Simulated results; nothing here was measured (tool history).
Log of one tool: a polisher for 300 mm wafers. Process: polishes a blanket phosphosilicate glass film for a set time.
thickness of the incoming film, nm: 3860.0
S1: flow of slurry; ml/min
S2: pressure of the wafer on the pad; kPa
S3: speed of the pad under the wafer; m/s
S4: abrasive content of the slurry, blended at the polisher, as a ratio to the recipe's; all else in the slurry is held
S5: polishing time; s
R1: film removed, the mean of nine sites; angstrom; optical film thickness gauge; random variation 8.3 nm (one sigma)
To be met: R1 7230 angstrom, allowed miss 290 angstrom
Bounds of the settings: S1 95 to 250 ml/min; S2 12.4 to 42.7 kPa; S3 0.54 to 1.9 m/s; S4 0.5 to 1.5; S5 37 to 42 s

| run | hour | S1 | S2 | S3 | S4 | S5 | R1 |
|---|---|---|---|---|---|---|---|
| 1 | 0 | 160 | 27.6 | 1.22 | 1 | 42 | 5351.6 |
| 2 | 4.5 | 160 | 29.6 | 1.22 | 1 | 42 | 5760.2 |
| 3 | 13.1 | 160 | 29.6 | 1.38 | 1 | 42 | 6201.1 |
| 4 | 17.4 | 160 | 29.6 | 1.38 | 0.8 | 42 | 5651.9 |
| 5 | 22.8 | 160 | 29.6 | 1.08 | 0.8 | 42 | 4544.1 |
| 6 | 26 | 160 | 29.6 | 1.08 | 0.8 | 42 | 4553.1 |
| 7 | 34.8 | 160 | 32.4 | 1.08 | 0.8 | 42 | 4934.9 |
| 8 | 43.6 | 160 | 32.4 | 1.08 | 0.8 | 42 | 5035.6 |
| 9 | 51.7 | 160 | 34.5 | 1.08 | 0.8 | 42 | 5389.5 |
| 10 | 58.8 | 160 | 36.5 | 1.08 | 0.8 | 42 | 5688.3 |
| 11 | 59.9 | 170 | 42.7 | 1.14 | 0.8 | 42 | 6924.6 |

Which of these 5 next moves meets every target?
| A | 61 | 195 | 42.7 | 1.44 | 0.6 | 40 | ? |
| B | 61 | 155 | 42.1 | 1.14 | 0.9 | 37 | ? |
| C | 61 | 175 | 42.1 | 1.14 | 0.8 | 40 | ? |
| D | 61 | 185 | 42.7 | 1.1 | 0.7 | 42 | ? |
| E | 61 | 170 | 41.4 | 1.26 | 1.05 | 37 | ? |

| move | R1 |
|---|---|
| A | 6539.9 |
| B | 6255.5 |
| C | 6447.1 |
| D | 6224.3 |
| E | 7265.8 |
A: further off than the last run
B: further off than the last run
C: further off than the last run
D: further off than the last run
E: meets every target
Move E is the one to make.

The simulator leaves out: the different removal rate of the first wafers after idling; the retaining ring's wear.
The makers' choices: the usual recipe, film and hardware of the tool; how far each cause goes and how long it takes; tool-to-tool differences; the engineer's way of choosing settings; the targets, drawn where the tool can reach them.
